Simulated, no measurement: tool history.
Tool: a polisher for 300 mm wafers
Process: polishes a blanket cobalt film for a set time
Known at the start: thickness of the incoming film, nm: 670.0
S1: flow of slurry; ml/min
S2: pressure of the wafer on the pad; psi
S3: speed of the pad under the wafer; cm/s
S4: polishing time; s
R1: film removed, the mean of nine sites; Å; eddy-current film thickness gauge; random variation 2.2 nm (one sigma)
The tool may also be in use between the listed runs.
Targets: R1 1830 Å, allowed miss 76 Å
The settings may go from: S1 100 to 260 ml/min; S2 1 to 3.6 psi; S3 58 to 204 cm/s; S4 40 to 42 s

run,hour,S1,S2,S3,S4,R1
1,0,165,2.3,130,40,3297.8
2,6.9,165,1.9,128,40,2652.1
3,14,165,1.7,128,40,2454.4
4,16.1,165,2.1,128,40,2918.4
5,22.1,165,1.8,128,40,2579.1
6,31.1,165,1.6,128,40,2279.3
7,39.2,155,1.1,126,40,1530.4
8,39.9,170,1.1,126,40,1592.9
9,42.1,180,1.1,126,40,1585.2
10,43.9,180,1.2,126,40,1709.4

Which of these 4 next moves meets every target?
A,45.7,125,1.2,130,40,?
B,45.7,220,1.2,122,42,?
C,45.7,230,1.2,112,40,?
D,45.7,220,1.1,120,40,?

move,R1
A,1673.1
B,1826.9
C,1610.8
D,1577.6
A: further off than the last run
B: meets every target
C: further off than the last run
D: further off than the last run
Move B is the one to make.

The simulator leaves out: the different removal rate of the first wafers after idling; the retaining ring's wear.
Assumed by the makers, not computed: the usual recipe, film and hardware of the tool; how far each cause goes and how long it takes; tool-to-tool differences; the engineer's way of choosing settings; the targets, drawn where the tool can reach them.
